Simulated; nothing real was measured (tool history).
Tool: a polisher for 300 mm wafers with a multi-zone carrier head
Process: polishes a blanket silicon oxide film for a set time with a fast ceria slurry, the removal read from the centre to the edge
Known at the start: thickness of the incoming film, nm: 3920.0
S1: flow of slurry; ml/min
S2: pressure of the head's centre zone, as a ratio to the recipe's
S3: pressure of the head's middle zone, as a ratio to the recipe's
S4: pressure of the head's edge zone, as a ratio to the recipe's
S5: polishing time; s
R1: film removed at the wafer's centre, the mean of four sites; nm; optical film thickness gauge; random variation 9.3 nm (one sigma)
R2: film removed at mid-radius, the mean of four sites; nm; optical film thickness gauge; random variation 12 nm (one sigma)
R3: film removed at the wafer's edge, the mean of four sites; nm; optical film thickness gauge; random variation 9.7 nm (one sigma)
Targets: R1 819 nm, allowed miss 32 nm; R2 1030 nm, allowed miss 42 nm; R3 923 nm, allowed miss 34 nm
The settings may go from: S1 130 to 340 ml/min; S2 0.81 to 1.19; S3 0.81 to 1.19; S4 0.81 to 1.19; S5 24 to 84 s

run 1 hour=0 | S1=220 S2=1 S3=1 S4=1 S5=54 | R1=613.25 R2=616.53 R3=613.52
run 2 hour=7 | S1=220 S2=1 S3=1.06 S4=1 S5=54 | R1=618.19 R2=650.3 R3=608.75
run 3 hour=14.7 | S1=250 S2=1 S3=1.06 S4=1 S5=54 | R1=619.73 R2=669.84 R3=608.17
run 4 hour=19.9 | S1=250 S2=0.98 S3=1.07 S4=1.02 S5=58 | R1=645.41 R2=708.26 R3=664.28
run 5 hour=22.6 | S1=255 S2=0.97 S3=1.09 S4=1.03 S5=61 | R1=673.87 R2=756.18 R3=697.3
run 6 hour=29.6 | S1=255 S2=0.97 S3=1.06 S4=1.03 S5=61 | R1=691.51 R2=744.27 R3=691.64
run 7 hour=37.2 | S1=250 S2=0.95 S3=1.08 S4=1.04 S5=64 | R1=687.66 R2=791.51 R3=741.58
run 8 hour=45.3 | S1=250 S2=0.95 S3=1.1 S4=1.05 S5=66 | R1=711.32 R2=833.65 R3=770.15
run 9 hour=51 | S1=250 S2=0.95 S3=1.11 S4=1.06 S5=68 | R1=762.37 R2=846 R3=781.46
run 10 hour=57.5 | S1=255 S2=0.94 S3=1.12 S4=1.06 S5=70 | R1=761.74 R2=902.69 R3=812.38
run 11 hour=62.5 | S1=255 S2=0.93 S3=1.13 S4=1.07 S5=71 | R1=749.58 R2=919.68 R3=839.52
run 12 hour=69 | S1=255 S2=0.93 S3=1.14 S4=1.08 S5=72 | R1=769.14 R2=917.53 R3=837.55
run 13 hour=77.5 | S1=260 S2=0.92 S3=1.14 S4=1.08 S5=73 | R1=794.57 R2=918.76 R3=860.11
run 14 hour=82.4 | S1=255 S2=0.91 S3=1.15 S4=1.07 S5=74 | R1=787.29 R2=954.77 R3=869.17
run 15 hour=87.1 | S1=260 S2=0.91 S3=1.16 S4=1.07 S5=75 | R1=789.48 R2=997.27 R3=874.88

5 next moves are on the table. One of them brings every result within its allowed miss. Which?
run A hour=91.8 | S1=245 S2=0.86 S3=1.12 S4=1.15 S5=77 | R1=? R2=? R3=?
run B hour=91.8 | S1=305 S2=0.91 S3=1.18 S4=0.99 S5=72 | R1=? R2=? R3=?
run C hour=91.8 | S1=275 S2=0.91 S3=1.18 S4=1.11 S5=77 | R1=? R2=? R3=?
run D hour=91.8 | S1=290 S2=0.96 S3=1.12 S4=1.07 S5=72 | R1=? R2=? R3=?
run E hour=91.8 | S1=300 S2=1.07 S3=1.08 S4=1.02 S5=73 | R1=? R2=? R3=?

move=A R1=768.69 R2=981.66 R3=930.47
move=B R1=778 R2=979.12 R3=826.42
move=C R1=823.82 R2=1037.6 R3=922.38
move=D R1=816.87 R2=931.71 R3=852.29
move=E R1=926.59 R2=917.87 R3=848.77
A: brings the result that was furthest off to its target, and leaves another outside
B: further off than the last run
C: meets every target
D: further off than the last run
E: further off than the last run
Move C is the one to make.
